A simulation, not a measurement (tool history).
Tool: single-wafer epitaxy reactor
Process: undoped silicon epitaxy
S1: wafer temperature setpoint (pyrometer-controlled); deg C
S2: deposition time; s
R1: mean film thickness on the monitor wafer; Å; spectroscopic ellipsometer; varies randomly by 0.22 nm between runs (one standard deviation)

run    day   S1   S2      R1
  1      0  630  195  186.78
  2  0.033  630  215   206.6
  3  0.404  635  216  232.58
  4  0.442  635  192  206.11
  5  0.779  639  198  239.42
  6  0.842  642  199  255.91
  7  0.892  645  202  282.31
  8  1.038  647  203  298.69

The next listed run, before its measurement:
  9  1.092  648  204   ?

{"run 9": {"R1": 306.11}}

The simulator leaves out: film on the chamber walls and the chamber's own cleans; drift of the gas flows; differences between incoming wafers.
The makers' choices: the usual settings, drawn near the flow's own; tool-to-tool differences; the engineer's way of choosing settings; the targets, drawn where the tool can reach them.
